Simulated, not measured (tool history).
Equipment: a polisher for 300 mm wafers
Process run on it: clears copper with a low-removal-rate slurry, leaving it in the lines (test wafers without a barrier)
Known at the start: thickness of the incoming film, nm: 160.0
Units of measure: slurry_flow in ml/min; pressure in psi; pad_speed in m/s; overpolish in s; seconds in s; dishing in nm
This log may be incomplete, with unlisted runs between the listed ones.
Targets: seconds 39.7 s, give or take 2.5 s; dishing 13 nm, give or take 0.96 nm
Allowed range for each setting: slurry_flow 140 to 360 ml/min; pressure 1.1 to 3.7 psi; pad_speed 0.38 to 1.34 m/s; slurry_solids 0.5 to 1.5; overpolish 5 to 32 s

run  hour  slurry_flow  pressure  pad_speed  slurry_solids  overpolish  seconds  dishing
  1     0          230       2.4       0.86              1          16   65.931   23.388
  2   3.5          230       2.4       0.88              1          14   65.508   21.168
  3  10.2          235       2.4        0.9              1          13   63.143   19.882
  4  11.6          235       2.4        0.9              1          20   63.847   28.766
  5  14.5          205       2.4        0.9              1          20   64.352   28.691
  6  17.6          195       2.3       0.96              1          18   64.238   26.612
  7  23.9          195       2.3       0.96              1          18   63.822   26.428
  8  26.6          200       2.5        1.2           1.05          10   48.267     20.9
  9  35.2          220       2.4       1.22            1.1           9   46.276   19.281
 10  38.3          285       1.8        1.3           1.35           5   53.425   9.4493
 11  43.9          285       1.9        1.3           1.35           5   50.992   9.9701
 12  52.2          285         2        1.3           1.35           5   47.927   10.256
 13  53.2          285       2.1        1.3           1.35           5   45.386   11.684
 14  53.8          295       2.2       1.32            1.4           5   43.636   12.164

Exercise: of the 4 proposed moves below, exactly one satisfies all targets within the stated allowed misses. Which move is it?
  A  54.4          280       2.1       1.24            1.5           5        ?        ?
  B  54.4          270       2.2       1.26           1.35           5        ?        ?
  C  54.4          280         2       1.32            1.5           5        ?        ?
  D  54.4          305       2.3       1.34            1.5           5        ?        ?

move  seconds  dishing
   A   49.097   10.876
   B   47.424   11.251
   C   48.407    11.01
   D   41.328   12.825
A: the biggest miss grows against the last run
B: the biggest miss grows against the last run
C: the biggest miss grows against the last run
D: every result lands within tolerance
Go with D: it meets all targets.
